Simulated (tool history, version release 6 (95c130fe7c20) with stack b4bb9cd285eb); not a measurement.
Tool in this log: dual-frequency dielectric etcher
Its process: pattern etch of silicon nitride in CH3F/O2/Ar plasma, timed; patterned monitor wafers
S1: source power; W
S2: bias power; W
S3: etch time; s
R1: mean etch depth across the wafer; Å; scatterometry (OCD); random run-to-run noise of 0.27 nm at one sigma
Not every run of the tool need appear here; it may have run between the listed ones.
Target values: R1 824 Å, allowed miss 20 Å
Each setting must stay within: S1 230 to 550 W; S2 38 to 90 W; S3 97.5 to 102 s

{"run": 1, "hour": 0.0, "S1": 390, "S2": 64, "S3": 97.5, "R1": 703.99}
{"run": 2, "hour": 9.0, "S1": 390, "S2": 64, "S3": 97.5, "R1": 703.81}
{"run": 3, "hour": 12.7, "S1": 420, "S2": 66, "S3": 97.5, "R1": 728.46}
{"run": 4, "hour": 19.8, "S1": 350, "S2": 66, "S3": 97.5, "R1": 700.67}
{"run": 5, "hour": 21.2, "S1": 410, "S2": 66, "S3": 97.5, "R1": 721.07}
{"run": 6, "hour": 25.4, "S1": 410, "S2": 66, "S3": 102, "R1": 760.95}
{"run": 7, "hour": 34.2, "S1": 430, "S2": 68, "S3": 102, "R1": 770.44}
{"run": 8, "hour": 37.9, "S1": 450, "S2": 71, "S3": 102, "R1": 797.72}

Exactly one of the 5 candidate moves below puts every result within its allowed miss. Which one?
{"run": "A", "hour": 41.6, "S1": 450, "S2": 64, "S3": 101.5, "R1": "?"}
{"run": "B", "hour": 41.6, "S1": 450, "S2": 70, "S3": 97.5, "R1": "?"}
{"run": "C", "hour": 41.6, "S1": 460, "S2": 70, "S3": 98.5, "R1": "?"}
{"run": "D", "hour": 41.6, "S1": 490, "S2": 83, "S3": 102, "R1": "?"}
{"run": "E", "hour": 41.6, "S1": 510, "S2": 72, "S3": 102, "R1": "?"}

move=A R1=755.15
move=B R1=752.81
move=C R1=764.61
move=D R1=863.21
move=E R1=821.9
A: moves away from the targets compared with the last run
B: moves away from the targets compared with the last run
C: moves away from the targets compared with the last run
D: pushes the last run's worst result past its target
E: hits every target within its allowed miss
Move E is the one to make.
